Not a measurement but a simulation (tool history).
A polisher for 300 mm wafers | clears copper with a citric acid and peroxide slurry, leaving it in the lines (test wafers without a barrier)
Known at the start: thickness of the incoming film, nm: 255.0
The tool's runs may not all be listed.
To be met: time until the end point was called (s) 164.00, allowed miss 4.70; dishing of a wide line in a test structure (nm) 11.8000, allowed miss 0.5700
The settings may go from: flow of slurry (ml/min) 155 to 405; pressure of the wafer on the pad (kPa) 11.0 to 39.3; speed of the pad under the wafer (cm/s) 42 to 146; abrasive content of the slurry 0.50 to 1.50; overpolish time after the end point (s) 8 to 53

run	hour	flow of slurry (ml/min)	pressure of the wafer on the pad (kPa)	speed of the pad under the wafer (cm/s)	abrasive content of the slurry	overpolish time after the end point (s)	time until the end point was called (s)	dishing of a wide line in a test structure (nm)
1	0.0	260	24.8	94	1.00	27	132.73	29.3180
2	2.6	260	24.8	84	1.00	27	139.47	28.0730
3	9.2	270	24.8	80	1.05	25	139.78	26.6610
4	12.7	285	24.1	76	1.10	23	146.04	24.3270
5	17.7	300	23.4	74	1.15	21	148.98	23.3250
6	25.1	270	23.4	74	1.15	21	150.32	23.1280
# hour 29.2: worn pad replaced by a new one
7	29.2	200	17.2	86	1.05	8	161.76	9.8766
8	35.8	205	17.2	86	1.05	8	162.49	9.8140

Which of these 5 next moves meets every target?
A	42.4	210	17.9	92	1.00	11	?	?
B	42.4	210	17.9	88	1.15	11	?	?
C	42.4	155	20.0	78	1.10	10	?	?
D	42.4	215	17.2	90	0.90	12	?	?
E	42.4	205	17.2	82	1.15	12	?	?

move	time until the end point was called (s)	dishing of a wide line in a test structure (nm)
A	155.05	13.6600
B	153.51	13.7760
C	163.17	12.0650
D	164.75	13.9630
E	164.23	14.0040
A: takes the result that was furthest off past its target
B: takes the result that was furthest off past its target
C: meets every target
D: takes the result that was furthest off past its target
E: takes the result that was furthest off past its target
Move C is the one to make.

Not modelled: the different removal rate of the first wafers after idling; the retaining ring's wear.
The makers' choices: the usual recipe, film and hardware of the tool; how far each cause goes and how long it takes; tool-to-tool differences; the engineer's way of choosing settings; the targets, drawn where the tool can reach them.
